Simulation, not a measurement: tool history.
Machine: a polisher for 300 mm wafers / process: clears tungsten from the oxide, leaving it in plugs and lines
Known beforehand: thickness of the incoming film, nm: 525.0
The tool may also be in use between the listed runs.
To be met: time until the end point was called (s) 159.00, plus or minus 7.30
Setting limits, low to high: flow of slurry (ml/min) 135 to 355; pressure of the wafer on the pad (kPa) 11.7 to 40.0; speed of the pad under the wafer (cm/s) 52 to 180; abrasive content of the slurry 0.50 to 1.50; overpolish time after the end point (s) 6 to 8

run	hour	flow of slurry (ml/min)	pressure of the wafer on the pad (kPa)	speed of the pad under the wafer (cm/s)	abrasive content of the slurry	overpolish time after the end point (s)	time until the end point was called (s)
1	0.0	225	25.5	116	1.00	8	101.09
2	7.3	225	25.5	116	0.85	8	105.41
3	11.9	185	25.5	116	0.85	8	107.92
4	13.1	185	25.5	116	1.05	8	105.77
5	17.2	185	25.5	94	1.05	8	129.57
6	23.2	185	25.5	94	1.05	6	130.19
7	28.4	185	24.8	94	1.05	6	129.18
8	34.9	185	24.1	94	1.05	6	135.72
9	41.0	185	23.4	94	1.05	6	142.17
10	47.6	180	22.1	94	1.05	6	146.99

Which single option among these 5 for the next run brings every result within its allowed miss of target? Just one does.
A	54.2	220	22.1	100	1.10	6	?
B	54.2	190	26.2	86	1.05	6	?
C	54.2	180	21.4	98	1.10	8	?
D	54.2	245	19.3	96	1.00	8	?
E	54.2	160	29.6	82	1.20	8	?

move	time until the end point was called (s)
A	133.29
B	134.33
C	144.42
D	158.02
E	125.62
A: further off than the last run
B: further off than the last run
C: further off than the last run
D: all results in spec
E: further off than the last run
So the answer is move D, the one that meets all the targets.
